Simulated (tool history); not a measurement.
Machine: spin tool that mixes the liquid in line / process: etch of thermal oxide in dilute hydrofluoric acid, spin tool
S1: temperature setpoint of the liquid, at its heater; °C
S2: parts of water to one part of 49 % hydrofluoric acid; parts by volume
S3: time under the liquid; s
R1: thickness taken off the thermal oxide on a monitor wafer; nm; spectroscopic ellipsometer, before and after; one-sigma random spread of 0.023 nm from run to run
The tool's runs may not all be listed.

run  hour    S1   S2   S3      R1
  1   0.0  23.0  235  320  5.2207
  2   7.3  22.5  240  320  5.0164
  3  10.3  22.0  245  320  4.7573
  4  12.2  22.0  245  345  5.1198
  5  19.1  25.0  245  345  5.8137
  6  21.0  24.0  250  345  5.4338
  7  23.3  23.5  255  345  5.1049

Expected results for the next run?
  8  28.7  23.0  260  345   ?

Run 8 gave R1 4.9924 nm.
